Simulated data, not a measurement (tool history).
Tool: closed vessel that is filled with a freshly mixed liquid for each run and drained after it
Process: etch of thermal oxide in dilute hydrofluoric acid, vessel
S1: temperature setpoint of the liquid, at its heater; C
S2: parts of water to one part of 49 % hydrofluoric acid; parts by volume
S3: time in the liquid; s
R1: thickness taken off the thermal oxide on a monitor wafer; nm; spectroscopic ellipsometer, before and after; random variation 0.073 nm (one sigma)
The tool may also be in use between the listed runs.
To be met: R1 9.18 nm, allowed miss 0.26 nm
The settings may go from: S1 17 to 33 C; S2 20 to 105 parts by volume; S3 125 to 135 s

| run | hour | S1 | S2 | S3 | R1 |
|---|---|---|---|---|---|
| 1 | 0 | 25 | 55 | 125 | 11.197 |
| 2 | 8.2 | 23.5 | 55 | 125 | 10.918 |
| 3 | 10.7 | 22 | 55 | 125 | 10.137 |
| 4 | 12.6 | 21.5 | 55 | 125 | 9.9035 |
| 5 | 19 | 21.5 | 55 | 125 | 9.9037 |
| 6 | 27.4 | 23 | 55 | 125 | 10.513 |
| 7 | 31.7 | 22 | 55 | 125 | 10.188 |
| 8 | 40.2 | 21 | 55 | 125 | 9.7175 |
| 9 | 48.7 | 20.5 | 55 | 125 | 9.5066 |

Which of these 5 next moves meets every target?
| A | 57.2 | 19 | 50 | 125 | ? |
| B | 57.2 | 20.5 | 55 | 130 | ? |
| C | 57.2 | 20.5 | 60 | 125 | ? |
| D | 57.2 | 20 | 55 | 125 | ? |
| E | 57.2 | 22 | 65 | 130 | ? |

| move | R1 |
|---|---|
| A | 9.8201 |
| B | 9.8367 |
| C | 8.618 |
| D | 9.2607 |
| E | 8.7536 |
A: further off than the last run
B: further off than the last run
C: takes the result that was furthest off past its target
D: meets every target
E: takes the result that was furthest off past its target
Move D is the one to make.
